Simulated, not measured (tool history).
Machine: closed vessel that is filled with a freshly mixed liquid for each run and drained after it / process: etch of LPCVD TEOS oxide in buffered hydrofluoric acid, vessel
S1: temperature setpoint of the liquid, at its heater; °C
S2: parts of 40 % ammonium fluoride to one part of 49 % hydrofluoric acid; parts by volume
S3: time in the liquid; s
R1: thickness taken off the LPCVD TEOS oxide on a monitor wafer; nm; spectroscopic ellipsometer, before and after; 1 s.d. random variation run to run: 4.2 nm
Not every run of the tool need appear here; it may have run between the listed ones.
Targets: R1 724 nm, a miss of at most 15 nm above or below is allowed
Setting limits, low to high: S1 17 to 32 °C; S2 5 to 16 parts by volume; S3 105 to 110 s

run 1 hour=0 | S1=25 S2=9.5 S3=105 | R1=313.91
run 2 hour=6.7 | S1=22.5 S2=9.5 S3=105 | R1=274.18
run 3 hour=7.7 | S1=21 S2=9.5 S3=105 | R1=254.72
run 4 hour=10.9 | S1=19.5 S2=9.5 S3=105 | R1=232.82
run 5 hour=16.6 | S1=21 S2=9 S3=105 | R1=260.67
run 6 hour=23.2 | S1=21 S2=7.5 S3=105 | R1=319.89
run 7 hour=32.3 | S1=21 S2=7.5 S3=105 | R1=316.7
run 8 hour=38 | S1=21 S2=7.5 S3=105 | R1=321.24
run 9 hour=44.3 | S1=22 S2=7.5 S3=105 | R1=335.53
run 10 hour=49.9 | S1=26 S2=5 S3=110 | R1=627.78
run 11 hour=56.1 | S1=26.5 S2=5 S3=110 | R1=649.01
run 12 hour=58.9 | S1=29 S2=5 S3=110 | R1=741.56

Of the 4 settings listed for the next run, only one would bring every result within its allowed miss of target. Which one?
run A hour=61.7 | S1=27.5 S2=5 S3=110 | R1=?
run B hour=61.7 | S1=30 S2=5.5 S3=105 | R1=?
run C hour=61.7 | S1=31 S2=5.5 S3=105 | R1=?
run D hour=61.7 | S1=28.5 S2=5 S3=105 | R1=?

move=A R1=685.61
move=B R1=688.95
move=C R1=725.81
move=D R1=690.02
A: carries the result that was furthest off beyond its target, to the other side
B: carries the result that was furthest off beyond its target, to the other side
C: each result inside its tolerance
D: carries the result that was furthest off beyond its target, to the other side
So the answer is move C, the one that meets all the targets.
